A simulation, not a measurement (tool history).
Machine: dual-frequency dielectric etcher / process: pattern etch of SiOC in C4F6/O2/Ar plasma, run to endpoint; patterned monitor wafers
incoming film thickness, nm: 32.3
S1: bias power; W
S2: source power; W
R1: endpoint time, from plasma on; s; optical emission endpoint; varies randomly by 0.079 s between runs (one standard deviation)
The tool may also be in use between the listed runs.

{"run": 1, "hour": 0.0, "S1": 414, "S2": 310, "R1": 13.339}
{"run": 2, "hour": 5.0, "S1": 470, "S2": 310, "R1": 12.667}
{"run": 3, "hour": 11.0, "S1": 524, "S2": 310, "R1": 12.239}
{"run": 4, "hour": 15.9, "S1": 524, "S2": 270, "R1": 13.205}
{"run": 5, "hour": 23.2, "S1": 540, "S2": 290, "R1": 12.692}
{"run": 6, "hour": 27.8, "S1": 551, "S2": 310, "R1": 12.131}

The next listed run, before its measurement:
{"run": 7, "hour": 34.3, "S1": 559, "S2": 320, "R1": "?"}

Run 7 yielded R1 11.811 s.

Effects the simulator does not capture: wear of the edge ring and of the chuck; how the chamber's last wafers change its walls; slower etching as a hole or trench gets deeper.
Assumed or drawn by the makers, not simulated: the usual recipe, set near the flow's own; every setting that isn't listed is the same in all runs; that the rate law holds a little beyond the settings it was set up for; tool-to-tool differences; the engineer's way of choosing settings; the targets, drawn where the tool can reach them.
